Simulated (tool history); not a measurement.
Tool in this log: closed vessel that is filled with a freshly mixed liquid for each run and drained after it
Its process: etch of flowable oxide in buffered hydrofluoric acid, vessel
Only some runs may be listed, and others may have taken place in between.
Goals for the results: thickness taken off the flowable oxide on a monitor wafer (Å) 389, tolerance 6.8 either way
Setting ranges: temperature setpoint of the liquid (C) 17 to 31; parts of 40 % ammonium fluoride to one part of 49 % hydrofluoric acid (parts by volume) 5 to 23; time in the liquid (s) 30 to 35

run,hour,temperature setpoint of the liquid (C),parts of 40 % ammonium fluoride to one part of 49 % hydrofluoric acid (parts by volume),time in the liquid (s),thickness taken off the flowable oxide on a monitor wafer (Å)
1,0,23,14,35,679.03
2,5.4,21.5,15,35,579.21
3,7.9,20.5,15.5,35,529.91
4,9.1,20.5,18,35,460.12
5,11,20.5,18,35,464.88
6,12.6,19,18,35,421.99
7,16.7,18.5,18,35,413.01
8,25,18,18,35,399.89

Consider the 4 candidate settings below. Which is the only one whose results all fall within their allowed miss of target?
A,33.3,18,17.5,35,?
B,33.3,17.5,16.5,35,?
C,33.3,18,18.5,35,?
D,33.3,20,20,35,?

move,thickness taken off the flowable oxide on a monitor wafer (Å)
A,413.34
B,425.89
C,391.27
D,405.08
A: lands further from the targets than the last run did
B: lands further from the targets than the last run did
C: in spec on every target
D: lands further from the targets than the last run did
Go with C: it meets all targets.
